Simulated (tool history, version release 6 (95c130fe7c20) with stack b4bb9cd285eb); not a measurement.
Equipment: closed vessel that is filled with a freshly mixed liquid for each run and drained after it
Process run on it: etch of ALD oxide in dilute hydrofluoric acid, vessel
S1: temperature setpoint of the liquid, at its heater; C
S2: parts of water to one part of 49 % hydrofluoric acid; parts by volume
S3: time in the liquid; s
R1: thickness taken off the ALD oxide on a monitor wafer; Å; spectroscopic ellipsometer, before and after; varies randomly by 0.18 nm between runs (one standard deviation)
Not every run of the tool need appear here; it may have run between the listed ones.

Run 1, hour 0.0: S1 24.0 C, S2 260 parts by volume, S3 1055 s. Result: R1 483.06 Å.
Run 2, hour 4.1: S1 27.5 C, S2 260 parts by volume, S3 1055 s. Result: R1 547.24 Å.
Run 3, hour 7.1: S1 24.0 C, S2 265 parts by volume, S3 1055 s. Result: R1 473.53 Å.
Run 4, hour 11.1: S1 24.0 C, S2 195 parts by volume, S3 1055 s. Result: R1 683.86 Å.
Run 5, hour 18.7: S1 24.0 C, S2 285 parts by volume, S3 1055 s. Result: R1 428.97 Å.
Run 6, hour 23.3: S1 22.5 C, S2 285 parts by volume, S3 1055 s. Result: R1 409.91 Å.

Run 7 has not been measured yet. What should we expect?
Run 7, hour 31.8: S1 21.0 C, S2 285 parts by volume, S3 1055 s. Result: R1 ?.

{"run 7": {"R1": 386.91}}
